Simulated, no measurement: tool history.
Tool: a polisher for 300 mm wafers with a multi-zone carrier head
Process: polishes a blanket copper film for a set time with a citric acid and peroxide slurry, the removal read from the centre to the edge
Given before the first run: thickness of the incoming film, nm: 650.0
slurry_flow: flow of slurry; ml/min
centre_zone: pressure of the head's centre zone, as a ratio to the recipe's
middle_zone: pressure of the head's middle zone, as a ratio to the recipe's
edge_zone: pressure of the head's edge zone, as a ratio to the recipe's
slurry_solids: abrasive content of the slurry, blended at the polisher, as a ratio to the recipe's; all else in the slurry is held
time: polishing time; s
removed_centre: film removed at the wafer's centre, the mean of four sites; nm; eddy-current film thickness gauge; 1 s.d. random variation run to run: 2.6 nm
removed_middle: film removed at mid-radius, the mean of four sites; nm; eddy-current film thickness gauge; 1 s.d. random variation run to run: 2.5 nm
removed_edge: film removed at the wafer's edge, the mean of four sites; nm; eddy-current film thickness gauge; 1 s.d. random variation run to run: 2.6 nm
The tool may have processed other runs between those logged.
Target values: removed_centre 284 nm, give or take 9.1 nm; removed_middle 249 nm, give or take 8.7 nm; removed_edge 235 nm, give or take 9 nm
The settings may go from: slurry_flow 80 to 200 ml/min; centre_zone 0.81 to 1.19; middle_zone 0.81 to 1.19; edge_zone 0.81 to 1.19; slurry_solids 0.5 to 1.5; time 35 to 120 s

{"run": 1, "hour": 0.0, "slurry_flow": 130, "centre_zone": 1, "middle_zone": 1, "edge_zone": 1, "slurry_solids": 1, "time": 77, "removed_centre": 165.54, "removed_middle": 165.72, "removed_edge": 159.94}
{"run": 2, "hour": 1.1, "slurry_flow": 135, "centre_zone": 1.02, "middle_zone": 1.01, "edge_zone": 1.02, "slurry_solids": 1.05, "time": 79, "removed_centre": 175.84, "removed_middle": 174.51, "removed_edge": 168.6}
{"run": 3, "hour": 7.6, "slurry_flow": 135, "centre_zone": 1.02, "middle_zone": 1.01, "edge_zone": 1.02, "slurry_solids": 1.2, "time": 79, "removed_centre": 181.07, "removed_middle": 173.76, "removed_edge": 173.38}
{"run": 4, "hour": 12.5, "slurry_flow": 140, "centre_zone": 1.04, "middle_zone": 1.03, "edge_zone": 1.03, "slurry_solids": 1.25, "time": 81, "removed_centre": 191.65, "removed_middle": 184.07, "removed_edge": 184.57}
{"run": 5, "hour": 17.4, "slurry_flow": 140, "centre_zone": 1.04, "middle_zone": 1.03, "edge_zone": 1.03, "slurry_solids": 1.25, "time": 99, "removed_centre": 232.87, "removed_middle": 228.04, "removed_edge": 221.45}
{"run": 6, "hour": 25.9, "slurry_flow": 140, "centre_zone": 1.04, "middle_zone": 1.03, "edge_zone": 0.99, "slurry_solids": 1.25, "time": 99, "removed_centre": 234.57, "removed_middle": 226.84, "removed_edge": 218.14}
{"hour": 31.8, "done": "edge zone pressure recalibrated"}
{"run": 7, "hour": 31.8, "slurry_flow": 145, "centre_zone": 1.05, "middle_zone": 1.03, "edge_zone": 0.99, "slurry_solids": 1.25, "time": 99, "removed_centre": 237.85, "removed_middle": 229.2, "removed_edge": 223.36}
{"run": 8, "hour": 39.0, "slurry_flow": 180, "centre_zone": 1.15, "middle_zone": 1.05, "edge_zone": 0.91, "slurry_solids": 1.25, "time": 99, "removed_centre": 272.38, "removed_middle": 241.58, "removed_edge": 222.08}
{"run": 9, "hour": 41.9, "slurry_flow": 180, "centre_zone": 1.15, "middle_zone": 1.05, "edge_zone": 0.92, "slurry_solids": 1.25, "time": 99, "removed_centre": 274.88, "removed_middle": 238.27, "removed_edge": 220.65}

4 candidate next runs follow, results not yet known. Just one meets every target within its allowed miss. Identify it.
{"run": "A", "hour": 44.8, "slurry_flow": 155, "centre_zone": 1.18, "middle_zone": 1.19, "edge_zone": 0.81, "slurry_solids": 1.15, "time": 97, "removed_centre": "?", "removed_middle": "?", "removed_edge": "?"}
{"run": "B", "hour": 44.8, "slurry_flow": 200, "centre_zone": 1.18, "middle_zone": 1.13, "edge_zone": 0.94, "slurry_solids": 1.25, "time": 89, "removed_centre": "?", "removed_middle": "?", "removed_edge": "?"}
{"run": "C", "hour": 44.8, "slurry_flow": 180, "centre_zone": 1.13, "middle_zone": 1, "edge_zone": 0.91, "slurry_solids": 1.35, "time": 103, "removed_centre": "?", "removed_middle": "?", "removed_edge": "?"}
{"run": "D", "hour": 44.8, "slurry_flow": 190, "centre_zone": 1.19, "middle_zone": 1.17, "edge_zone": 0.83, "slurry_solids": 1.1, "time": 93, "removed_centre": "?", "removed_middle": "?", "removed_edge": "?"}

move=A removed_centre=262.47 removed_middle=253.69 removed_edge=198.39
move=B removed_centre=256.33 removed_middle=236.37 removed_edge=204
move=C removed_centre=282.16 removed_middle=247.25 removed_edge=233.08
move=D removed_centre=262.34 removed_middle=246.91 removed_edge=196.05
A: the biggest miss grows against the last run
B: the biggest miss grows against the last run
C: in spec on every target
D: the biggest miss grows against the last run
Correct choice: C, which meets every target
